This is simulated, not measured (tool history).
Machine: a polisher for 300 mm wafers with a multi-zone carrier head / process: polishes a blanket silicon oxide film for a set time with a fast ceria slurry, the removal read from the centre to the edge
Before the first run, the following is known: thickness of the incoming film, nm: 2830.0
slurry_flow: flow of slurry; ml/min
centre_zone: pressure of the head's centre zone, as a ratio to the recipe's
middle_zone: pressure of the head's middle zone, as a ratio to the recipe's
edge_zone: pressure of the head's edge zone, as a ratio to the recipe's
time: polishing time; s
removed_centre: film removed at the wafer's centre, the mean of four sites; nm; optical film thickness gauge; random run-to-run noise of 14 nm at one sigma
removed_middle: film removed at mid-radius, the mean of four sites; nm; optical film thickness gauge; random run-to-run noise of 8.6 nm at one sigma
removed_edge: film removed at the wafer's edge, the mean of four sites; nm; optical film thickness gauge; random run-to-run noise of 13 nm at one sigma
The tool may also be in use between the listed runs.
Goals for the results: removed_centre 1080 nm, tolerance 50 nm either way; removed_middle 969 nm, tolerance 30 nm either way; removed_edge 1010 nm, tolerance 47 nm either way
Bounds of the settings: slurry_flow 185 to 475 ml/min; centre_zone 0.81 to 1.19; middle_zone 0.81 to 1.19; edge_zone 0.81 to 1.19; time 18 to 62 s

Run 1, hour 0: slurry_flow 305 ml/min, centre_zone 1, middle_zone 1, edge_zone 1, time 40 s. Result: removed_centre 720.19 nm, removed_middle 780.37 nm, removed_edge 766.65 nm.
Run 2, hour 3.6: slurry_flow 305 ml/min, centre_zone 0.94, middle_zone 1, edge_zone 1, time 40 s. Result: removed_centre 659.43 nm, removed_middle 765.17 nm, removed_edge 773.24 nm.
Run 3, hour 6.5: slurry_flow 270 ml/min, centre_zone 0.94, middle_zone 1, edge_zone 1, time 40 s. Result: removed_centre 660.11 nm, removed_middle 754.91 nm, removed_edge 780.28 nm.
Run 4, hour 8.1: slurry_flow 320 ml/min, centre_zone 0.94, middle_zone 1, edge_zone 1, time 40 s. Result: removed_centre 678.95 nm, removed_middle 770.26 nm, removed_edge 788.94 nm.
Run 5, hour 13.1: slurry_flow 320 ml/min, centre_zone 0.94, middle_zone 1, edge_zone 0.95, time 40 s. Result: removed_centre 676.6 nm, removed_middle 781.6 nm, removed_edge 753.72 nm.
Run 6, hour 18.9: slurry_flow 265 ml/min, centre_zone 0.94, middle_zone 1, edge_zone 0.95, time 40 s. Result: removed_centre 652.31 nm, removed_middle 763.1 nm, removed_edge 741.1 nm.
Run 7, hour 21.3: slurry_flow 275 ml/min, centre_zone 0.98, middle_zone 1, edge_zone 0.99, time 41 s. Result: removed_centre 699.91 nm, removed_middle 787.13 nm, removed_edge 793.8 nm.
At hour 29.6: centre zone pressure recalibrated.
Run 8, hour 29.6: slurry_flow 295 ml/min, centre_zone 1.02, middle_zone 1, edge_zone 1.01, time 42 s. Result: removed_centre 822.17 nm, removed_middle 805.13 nm, removed_edge 830.68 nm.
Run 9, hour 36.5: slurry_flow 300 ml/min, centre_zone 1.03, middle_zone 1.02, edge_zone 1.03, time 43 s. Result: removed_centre 841.78 nm, removed_middle 828.42 nm, removed_edge 839.85 nm.
Run 10, hour 44.9: slurry_flow 300 ml/min, centre_zone 1.04, middle_zone 1.03, edge_zone 1.04, time 44 s. Result: removed_centre 881.95 nm, removed_middle 868.79 nm, removed_edge 848.34 nm.
Run 11, hour 47.9: slurry_flow 300 ml/min, centre_zone 1.04, middle_zone 1.03, edge_zone 1.05, time 45 s. Result: removed_centre 921.84 nm, removed_middle 873.05 nm, removed_edge 897.08 nm.
Run 12, hour 52.1: slurry_flow 300 ml/min, centre_zone 1.04, middle_zone 1.03, edge_zone 1.05, time 45 s. Result: removed_centre 929.27 nm, removed_middle 889.25 nm, removed_edge 886.61 nm.

Which of these 4 next moves meets every target?
Run A, hour 56.3: slurry_flow 345 ml/min, centre_zone 1.01, middle_zone 0.91, edge_zone 1.14, time 54 s. Result: removed_centre ?, removed_middle ?, removed_edge ?.
Run B, hour 56.3: slurry_flow 285 ml/min, centre_zone 0.93, middle_zone 1.05, edge_zone 1.06, time 48 s. Result: removed_centre ?, removed_middle ?, removed_edge ?.
Run C, hour 56.3: slurry_flow 305 ml/min, centre_zone 1.12, middle_zone 0.89, edge_zone 1.1, time 55 s. Result: removed_centre ?, removed_middle ?, removed_edge ?.
Run D, hour 56.3: slurry_flow 360 ml/min, centre_zone 1.08, middle_zone 0.98, edge_zone 1.03, time 51 s. Result: removed_centre ?, removed_middle ?, removed_edge ?.

move  removed_centre  removed_middle  removed_edge
   A          1059.9          969.18        1143.2
   B          849.86          953.93        963.49
   C          1182.4          957.24        1133.3
   D          1075.8          977.29          1028
A: puts the biggest miss on target and leaves a different result outside tolerance
B: lands further from the targets than the last run did
C: moves the result that the last run missed by most past its target, out the other side
D: every result within its allowed miss
Correct choice: D, which meets every target
